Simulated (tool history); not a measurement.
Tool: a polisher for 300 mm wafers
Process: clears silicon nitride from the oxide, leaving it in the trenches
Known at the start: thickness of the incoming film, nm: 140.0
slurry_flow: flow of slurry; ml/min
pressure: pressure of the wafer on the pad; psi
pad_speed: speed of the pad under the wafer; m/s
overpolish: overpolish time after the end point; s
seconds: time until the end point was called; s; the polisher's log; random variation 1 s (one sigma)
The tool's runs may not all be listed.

{"run": 1, "hour": 0.0, "slurry_flow": 250, "pressure": 3.1, "pad_speed": 0.9, "overpolish": 22, "seconds": 126.22}
{"run": 2, "hour": 6.7, "slurry_flow": 250, "pressure": 3.4, "pad_speed": 0.9, "overpolish": 22, "seconds": 119.02}
{"run": 3, "hour": 12.8, "slurry_flow": 250, "pressure": 3.9, "pad_speed": 0.9, "overpolish": 22, "seconds": 103.53}
{"run": 4, "hour": 15.6, "slurry_flow": 250, "pressure": 4.0, "pad_speed": 0.9, "overpolish": 22, "seconds": 100.27}
{"run": 5, "hour": 19.9, "slurry_flow": 250, "pressure": 4.1, "pad_speed": 0.9, "overpolish": 22, "seconds": 99.274}
{"run": 6, "hour": 21.4, "slurry_flow": 250, "pressure": 4.1, "pad_speed": 0.9, "overpolish": 22, "seconds": 98.647}

Forecast run 7:
{"run": 7, "hour": 28.1, "slurry_flow": 250, "pressure": 4.2, "pad_speed": 0.9, "overpolish": 22, "seconds": "?"}

Run 7 gave seconds 96.180 s.
